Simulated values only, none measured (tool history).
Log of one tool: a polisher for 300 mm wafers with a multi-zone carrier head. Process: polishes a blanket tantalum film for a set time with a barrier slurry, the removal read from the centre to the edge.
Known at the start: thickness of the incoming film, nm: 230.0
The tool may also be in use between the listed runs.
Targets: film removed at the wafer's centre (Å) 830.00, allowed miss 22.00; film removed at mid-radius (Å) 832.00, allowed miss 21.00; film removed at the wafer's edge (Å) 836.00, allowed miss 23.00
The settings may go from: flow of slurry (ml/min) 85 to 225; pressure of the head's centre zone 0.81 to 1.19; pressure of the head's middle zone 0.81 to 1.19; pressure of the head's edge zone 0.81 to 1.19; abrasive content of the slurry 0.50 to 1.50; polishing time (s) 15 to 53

run  hour  flow of slurry (ml/min)  pressure of the head's centre zone  pressure of the head's middle zone  pressure of the head's edge zone  abrasive content of the slurry  polishing time (s)  film removed at the wafer's centre (Å)  film removed at mid-radius (Å)  film removed at the wafer's edge (Å)
  1   0.0                      145                                1.00                                1.00                              1.00                            1.00                  34                                  568.89                          600.22                                582.21
  2   3.0                      145                                1.00                                1.00                              1.00                            0.90                  34                                  555.19                          589.55                                566.85
  3  10.8                      145                                1.00                                1.00                              1.00                            1.00                  34                                  568.93                          602.75                                579.30
  4  18.6                      145                                1.00                                0.93                              1.00                            1.00                  34                                  572.56                          573.44                                584.17
  5  24.8                      130                                1.00                                0.93                              1.00                            1.00                  34                                  557.46                          558.52                                569.87
  6  29.0                      140                                1.01                                0.95                              1.03                            1.10                  34                                  575.08                          579.80                                595.33
  7  35.2                      150                                1.02                                0.97                              1.05                            1.15                  35                                  609.25                          625.24                                642.54
  8  39.4                      160                                1.04                                0.99                              1.06                            1.20                  35                                  634.72                          649.74                                640.83
  9  46.4                      155                                1.06                                0.98                              1.15                            1.45                  42                                  815.08                          792.81                                832.45
 10  52.4                      160                                1.06                                0.98                              1.15                            1.45                  42                                  805.41                          805.02                                838.40

5 next moves are on the table. One of them brings every result within its allowed miss. Which?
  A  58.4                      190                                1.07                                1.09                              1.14                            1.50                  41                                       ?                               ?                                     ?
  B  58.4                      180                                1.17                                1.13                              1.09                            1.50                  40                                       ?                               ?                                     ?
  C  58.4                      165                                1.15                                1.10                              1.11                            1.40                  40                                       ?                               ?                                     ?
  D  58.4                       85                                1.07                                1.00                              1.04                            1.45                  47                                       ?                               ?                                     ?
  E  58.4                      175                                1.14                                1.13                              1.03                            1.20                  43                                       ?                               ?                                     ?

move  film removed at the wafer's centre (Å)  film removed at mid-radius (Å)  film removed at the wafer's edge (Å)
   A                                  818.22                          864.20                                830.76
   B                                  867.33                          863.58                                788.05
   C                                  831.24                          824.24                                779.39
   D                                  824.38                          821.60                                838.51
   E                                  866.68                          886.39                                786.97
A: takes the result that was furthest off past its target
B: takes the result that was furthest off past its target
C: brings the result that was furthest off to its target, and leaves another outside
D: meets every target
E: takes the result that was furthest off past its target
The right move is D.
